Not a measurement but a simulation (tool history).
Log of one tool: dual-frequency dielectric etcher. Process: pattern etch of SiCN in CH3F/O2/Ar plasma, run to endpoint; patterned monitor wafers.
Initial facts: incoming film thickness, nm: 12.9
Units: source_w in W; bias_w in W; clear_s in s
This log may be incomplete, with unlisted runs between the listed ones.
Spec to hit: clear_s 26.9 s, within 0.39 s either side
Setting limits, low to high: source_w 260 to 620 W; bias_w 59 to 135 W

run  hour  source_w  bias_w  clear_s
  1     0       440      97   28.893
  2   1.6       390      97   29.867
  3   5.3       420      98   29.287
  4   7.5       420      89   30.232
     15.8  -- source power generator calibrated
  5  15.8       380      89   32.022
  6  24.8       410      89   31.015
  7  30.7       500      92   28.322
  8  36.4       510      92   28.164
  9  42.7       520      92   28.063
 10  48.4       530      92   27.786

Pick the move, out of 4, that brings all results within their allowed miss; only one does.
  A  54.1       460      99        ?
  B  54.1       550      89        ?
  C  54.1       570      95        ?
  D  54.1       480     100        ?

move  clear_s
   A   28.501
   B   27.936
   C   26.896
   D   27.976
A: its largest miss is bigger than the last run's
B: its largest miss is bigger than the last run's
C: all results in spec
D: its largest miss is bigger than the last run's
The right move is C.
